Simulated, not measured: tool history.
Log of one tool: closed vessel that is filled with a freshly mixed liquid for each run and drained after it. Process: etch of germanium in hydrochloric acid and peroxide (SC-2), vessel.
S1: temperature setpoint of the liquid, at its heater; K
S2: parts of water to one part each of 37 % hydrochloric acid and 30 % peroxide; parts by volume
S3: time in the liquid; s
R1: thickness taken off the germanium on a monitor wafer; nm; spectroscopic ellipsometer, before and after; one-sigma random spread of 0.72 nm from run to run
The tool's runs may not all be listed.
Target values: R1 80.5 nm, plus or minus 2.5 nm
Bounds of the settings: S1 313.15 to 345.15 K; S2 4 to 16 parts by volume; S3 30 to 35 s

| run | hour | S1 | S2 | S3 | R1 |
|---|---|---|---|---|---|
| 1 | 0 | 329.15 | 9 | 35 | 110.75 |
| 2 | 0.8 | 329.15 | 9 | 35 | 111.3 |
| 3 | 3.4 | 327.65 | 9 | 35 | 105.75 |
| 4 | 9.5 | 331.65 | 9 | 35 | 120.2 |
| 5 | 13.9 | 329.65 | 9 | 35 | 112.04 |
| 6 | 20.6 | 336.15 | 9 | 35 | 138.78 |
| 7 | 23.5 | 333.65 | 9 | 35 | 127.49 |
| 8 | 29.5 | 331.65 | 9 | 35 | 118.1 |
| 9 | 32.7 | 329.65 | 9 | 35 | 112.05 |
| 10 | 33.5 | 328.15 | 9 | 35 | 106.5 |
| 11 | 36.6 | 328.15 | 9 | 35 | 106.43 |
| 12 | 37.7 | 327.15 | 9 | 35 | 104.15 |
| 13 | 45.2 | 326.15 | 9 | 35 | 100.99 |
| 14 | 50.6 | 325.15 | 9 | 35 | 98.339 |
| 15 | 59.1 | 324.15 | 9 | 35 | 94.781 |
| 16 | 60.8 | 323.65 | 9 | 35 | 95.522 |
| 17 | 62 | 322.65 | 9 | 35 | 90.321 |
| 18 | 64 | 322.15 | 9 | 35 | 88.319 |
| 19 | 65 | 321.65 | 9 | 35 | 88.156 |
| 20 | 70.8 | 321.15 | 9 | 35 | 87.077 |
| 21 | 72.1 | 320.65 | 9 | 35 | 84.737 |

Exactly one of the 5 candidate moves below puts every result within its allowed miss. Which one?
| A | 73.4 | 320.65 | 9.5 | 35 | ? |
| B | 73.4 | 322.15 | 10.5 | 35 | ? |
| C | 73.4 | 325.65 | 8 | 30 | ? |
| D | 73.4 | 319.15 | 9 | 35 | ? |
| E | 73.4 | 320.65 | 8.5 | 30 | ? |

| move | R1 |
|---|---|
| A | 84.813 |
| B | 88.148 |
| C | 86.302 |
| D | 81.158 |
| E | 73.332 |
A: about as far from the targets as the last run
B: lands further from the targets than the last run did
C: lands further from the targets than the last run did
D: every result within its allowed miss
E: takes the biggest miss from the last run beyond its target
Move D is the one to make.

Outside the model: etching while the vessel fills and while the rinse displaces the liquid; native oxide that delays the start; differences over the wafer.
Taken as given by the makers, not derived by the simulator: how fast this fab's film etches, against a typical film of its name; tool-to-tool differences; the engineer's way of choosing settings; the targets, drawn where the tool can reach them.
